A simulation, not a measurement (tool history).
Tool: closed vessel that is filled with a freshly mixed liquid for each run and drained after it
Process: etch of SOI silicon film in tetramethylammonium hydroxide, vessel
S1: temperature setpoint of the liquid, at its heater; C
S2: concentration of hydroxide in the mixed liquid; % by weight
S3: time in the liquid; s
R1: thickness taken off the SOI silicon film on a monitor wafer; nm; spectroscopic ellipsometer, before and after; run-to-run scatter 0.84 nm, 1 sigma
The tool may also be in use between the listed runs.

run 1 day=0.000 | S1=67.0 S2=10.5 S3=30 | R1=177.15
run 2 day=0.371 | S1=67.0 S2=9.5 S3=30 | R1=183.95
run 3 day=0.729 | S1=67.0 S2=9.5 S3=30 | R1=183.37
run 4 day=1.050 | S1=67.0 S2=9.5 S3=30 | R1=183.73
run 5 day=1.208 | S1=67.0 S2=11.5 S3=30 | R1=171.53
run 6 day=1.329 | S1=67.0 S2=13.0 S3=30 | R1=163.23
run 7 day=1.442 | S1=68.0 S2=13.0 S3=30 | R1=172.71
run 8 day=1.521 | S1=68.5 S2=13.0 S3=30 | R1=176.81
run 9 day=1.583 | S1=69.0 S2=13.0 S3=30 | R1=183.62
run 10 day=1.650 | S1=69.5 S2=13.0 S3=30 | R1=189.66
run 11 day=1.879 | S1=70.0 S2=13.0 S3=30 | R1=195.32
run 12 day=1.921 | S1=70.5 S2=13.0 S3=30 | R1=200.97

Forecast run 13:
run 13 day=2.221 | S1=70.5 S2=13.0 S3=30 | R1=?

{"run 13": {"R1": 200.8}}

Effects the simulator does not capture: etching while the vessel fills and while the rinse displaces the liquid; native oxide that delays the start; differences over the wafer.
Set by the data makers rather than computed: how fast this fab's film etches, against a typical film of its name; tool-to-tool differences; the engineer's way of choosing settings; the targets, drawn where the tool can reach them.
